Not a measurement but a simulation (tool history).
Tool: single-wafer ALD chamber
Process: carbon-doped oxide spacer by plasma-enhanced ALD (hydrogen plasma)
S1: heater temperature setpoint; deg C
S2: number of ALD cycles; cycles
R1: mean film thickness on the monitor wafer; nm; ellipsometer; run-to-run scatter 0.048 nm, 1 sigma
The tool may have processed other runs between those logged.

run 1 day=0 | S1=395 S2=439 | R1=25.035
run 2 day=0.121 | S1=386 S2=439 | R1=24.793
run 3 day=0.238 | S1=386 S2=500 | R1=28.384
run 4 day=0.433 | S1=381 S2=500 | R1=28.467
run 5 day=0.838 | S1=381 S2=434 | R1=24.729
run 6 day=0.954 | S1=381 S2=388 | R1=22.139
run 7 day=1.308 | S1=381 S2=361 | R1=20.546
run 8 day=1.479 | S1=381 S2=347 | R1=19.755

Predict the results of run 9:
run 9 day=1.738 | S1=381 S2=339 | R1=?

For run 9 the tool returned R1 19.145 nm.
